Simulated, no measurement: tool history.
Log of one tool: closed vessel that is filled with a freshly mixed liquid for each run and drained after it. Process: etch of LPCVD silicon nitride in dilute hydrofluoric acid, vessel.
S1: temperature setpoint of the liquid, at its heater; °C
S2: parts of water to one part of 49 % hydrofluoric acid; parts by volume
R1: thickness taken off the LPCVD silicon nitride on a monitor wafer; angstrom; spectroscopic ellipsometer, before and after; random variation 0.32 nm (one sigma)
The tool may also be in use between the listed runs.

{"run": 1, "day": 0.0, "S1": 23, "S2": 50, "time in the liquid (s)": 2780, "R1": 224.42}
{"run": 2, "day": 0.104, "S1": 23, "S2": 50, "time in the liquid (s)": 2985, "R1": 241.96}
{"run": 3, "day": 0.254, "S1": 25, "S2": 45, "time in the liquid (s)": 2985, "R1": 308.62}
{"run": 4, "day": 0.304, "S1": 25, "S2": 40, "time in the liquid (s)": 2985, "R1": 344.91}
{"run": 5, "day": 0.646, "S1": 27.5, "S2": 40, "time in the liquid (s)": 2985, "R1": 406.73}
{"run": 6, "day": 1.004, "S1": 27.5, "S2": 40, "time in the liquid (s)": 2780, "R1": 378.88}
{"run": 7, "day": 1.379, "S1": 28.5, "S2": 35, "time in the liquid (s)": 2780, "R1": 458.94}

Forecast run 8:
{"run": 8, "day": 1.538, "S1": 29, "S2": 35, "time in the liquid (s)": 2780, "R1": "?"}

{"run 8": {"R1": 476.06}}
